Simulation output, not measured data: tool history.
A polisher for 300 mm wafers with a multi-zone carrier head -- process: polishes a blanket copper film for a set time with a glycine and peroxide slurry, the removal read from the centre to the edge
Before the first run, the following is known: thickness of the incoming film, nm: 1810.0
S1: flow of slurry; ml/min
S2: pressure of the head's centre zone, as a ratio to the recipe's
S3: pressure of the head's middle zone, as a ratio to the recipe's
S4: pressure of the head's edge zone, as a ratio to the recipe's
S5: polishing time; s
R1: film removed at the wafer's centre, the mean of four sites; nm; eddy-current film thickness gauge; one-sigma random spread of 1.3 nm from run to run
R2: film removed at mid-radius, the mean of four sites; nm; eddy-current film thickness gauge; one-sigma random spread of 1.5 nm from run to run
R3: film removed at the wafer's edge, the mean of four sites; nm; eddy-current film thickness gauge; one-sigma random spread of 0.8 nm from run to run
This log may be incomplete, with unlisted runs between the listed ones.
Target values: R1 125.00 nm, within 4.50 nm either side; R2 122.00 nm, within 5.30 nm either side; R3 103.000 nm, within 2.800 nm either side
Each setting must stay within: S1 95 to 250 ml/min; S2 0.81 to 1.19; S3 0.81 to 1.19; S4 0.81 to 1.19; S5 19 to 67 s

{"run": 1, "hour": 0.0, "S1": 160, "S2": 1.0, "S3": 1.0, "S4": 1.0, "S5": 43, "R1": 160.32, "R2": 156.3, "R3": 156.13}
{"run": 2, "hour": 4.0, "S1": 160, "S2": 1.01, "S3": 1.01, "S4": 0.97, "S5": 41, "R1": 153.79, "R2": 150.64, "R3": 143.26}
{"run": 3, "hour": 8.8, "S1": 155, "S2": 1.01, "S3": 1.01, "S4": 0.94, "S5": 40, "R1": 148.27, "R2": 144.56, "R3": 139.97}
{"run": 4, "hour": 11.4, "S1": 140, "S2": 1.01, "S3": 1.01, "S4": 0.94, "S5": 40, "R1": 146.02, "R2": 141.25, "R3": 135.95}
{"run": 5, "hour": 20.0, "S1": 140, "S2": 1.01, "S3": 1.01, "S4": 0.94, "S5": 34, "R1": 124.27, "R2": 123.44, "R3": 115.98}
{"run": 6, "hour": 25.0, "S1": 135, "S2": 1.02, "S3": 1.02, "S4": 0.92, "S5": 34, "R1": 124.2, "R2": 121.95, "R3": 113.79}
{"run": 7, "hour": 31.6, "S1": 135, "S2": 1.02, "S3": 1.02, "S4": 0.92, "S5": 34, "R1": 125.8, "R2": 121.32, "R3": 114.02}
{"run": 8, "hour": 38.6, "S1": 130, "S2": 1.02, "S3": 1.04, "S4": 0.9, "S5": 34, "R1": 123.37, "R2": 123.14, "R3": 112.81}
{"run": 9, "hour": 43.8, "S1": 130, "S2": 1.03, "S3": 1.05, "S4": 0.88, "S5": 34, "R1": 126.44, "R2": 122.99, "R3": 110.39}
{"run": 10, "hour": 47.0, "S1": 125, "S2": 1.03, "S3": 1.06, "S4": 0.87, "S5": 34, "R1": 120.04, "R2": 125.2, "R3": 109.64}
{"run": 11, "hour": 53.9, "S1": 125, "S2": 1.04, "S3": 1.06, "S4": 0.86, "S5": 34, "R1": 122.66, "R2": 125.0, "R3": 110.26}
{"run": 12, "hour": 59.8, "S1": 120, "S2": 1.11, "S3": 1.1, "S4": 0.81, "S5": 32, "R1": 124.4, "R2": 118.63, "R3": 99.198}
{"hour": 65.0, "done": "worn pad replaced by a new one"}
{"run": 13, "hour": 65.0, "S1": 135, "S2": 1.09, "S3": 1.1, "S4": 0.84, "S5": 32, "R1": 134.15, "R2": 131.78, "R3": 110.69}
{"run": 14, "hour": 70.8, "S1": 130, "S2": 1.09, "S3": 1.1, "S4": 0.84, "S5": 32, "R1": 136.36, "R2": 131.62, "R3": 110.61}
{"run": 15, "hour": 76.7, "S1": 115, "S2": 1.06, "S3": 1.08, "S4": 0.81, "S5": 30, "R1": 118.52, "R2": 116.25, "R3": 99.237}
{"run": 16, "hour": 82.0, "S1": 120, "S2": 1.06, "S3": 1.08, "S4": 0.81, "S5": 30, "R1": 118.81, "R2": 119.6, "R3": 99.02}

Exercise: of the 4 proposed moves below, exactly one satisfies all targets within the stated allowed misses. Which move is it?
{"run": "A", "hour": 87.3, "S1": 140, "S2": 1.14, "S3": 1.16, "S4": 0.81, "S5": 28, "R1": "?", "R2": "?", "R3": "?"}
{"run": "B", "hour": 87.3, "S1": 180, "S2": 1.09, "S3": 1.11, "S4": 0.84, "S5": 26, "R1": "?", "R2": "?", "R3": "?"}
{"run": "C", "hour": 87.3, "S1": 110, "S2": 1.06, "S3": 1.07, "S4": 0.83, "S5": 29, "R1": "?", "R2": "?", "R3": "?"}
{"run": "D", "hour": 87.3, "S1": 135, "S2": 1.13, "S3": 1.14, "S4": 0.9, "S5": 29, "R1": "?", "R2": "?", "R3": "?"}

move=A R1=122.69 R2=121.72 R3=97.114
move=B R1=114.31 R2=113.57 R3=94.550
move=C R1=111.71 R2=111.94 R3=98.282
move=D R1=124.97 R2=123.32 R3=104.950
A: misses by more than the last run did
B: misses by more than the last run did
C: misses by more than the last run did
D: each result inside its tolerance
D is the move that brings every result within its allowed miss.
